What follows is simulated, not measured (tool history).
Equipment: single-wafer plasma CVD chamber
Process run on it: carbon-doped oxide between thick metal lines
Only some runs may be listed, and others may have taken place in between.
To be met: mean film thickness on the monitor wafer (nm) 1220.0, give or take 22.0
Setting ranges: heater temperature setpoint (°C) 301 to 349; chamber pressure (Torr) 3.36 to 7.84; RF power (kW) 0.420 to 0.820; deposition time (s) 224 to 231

run,hour,heater temperature setpoint (°C),chamber pressure (Torr),RF power (kW),deposition time (s),mean film thickness on the monitor wafer (nm)
1,0.0,325,5.60,0.620,224,1348.8
2,7.0,329,5.60,0.620,224,1322.7
3,8.8,333,5.42,0.615,224,1300.2
4,12.9,333,5.42,0.615,224,1300.8
5,20.5,336,5.23,0.605,224,1265.9
6,25.3,332,5.23,0.605,224,1283.1
7,34.1,335,5.07,0.600,224,1257.3
8,38.7,337,4.98,0.600,224,1251.2

Below are 4 possible settings for the next run. Only one of them brings all results inside the allowed miss of their targets. Which is it?
A,43.3,338,5.13,0.615,228,?
B,43.3,335,5.44,0.610,227,?
C,43.3,348,4.53,0.585,231,?
D,43.3,322,5.06,0.540,231,?

move,mean film thickness on the monitor wafer (nm)
A,1295.3
B,1303.7
C,1213.7
D,1261.5
A: moves away from the targets compared with the last run
B: moves away from the targets compared with the last run
C: meets every target
D: moves away from the targets compared with the last run
C is the move that brings every result within its allowed miss.
